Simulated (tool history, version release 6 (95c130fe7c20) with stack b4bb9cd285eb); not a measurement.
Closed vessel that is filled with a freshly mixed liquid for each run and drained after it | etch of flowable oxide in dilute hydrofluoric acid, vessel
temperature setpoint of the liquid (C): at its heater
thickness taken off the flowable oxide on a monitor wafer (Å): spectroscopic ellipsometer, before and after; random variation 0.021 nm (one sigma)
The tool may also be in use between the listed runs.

run    day  temperature setpoint of the liquid (C)  parts of water to one part of 49 % hydrofluoric acid (parts by volume)  time in the liquid (s)  thickness taken off the flowable oxide on a monitor wafer (Å)
  1      0                                      23                                                                     150                      30                                                         58.613
  2    0.3                                    21.5                                                                     150                      30                                                         54.944
  3   0.55                                    21.5                                                                     150                      30                                                         54.942
  4  0.725                                    21.5                                                                     150                      30                                                         54.944
  5  0.817                                    21.5                                                                     170                      30                                                         47.599
  6  0.917                                      21                                                                     170                      30                                                         47.175

Forecast run 7:
  7  1.229                                    20.5                                                                     170                      30                                                              ?

thickness taken off the flowable oxide on a monitor wafer (Å): 46.056
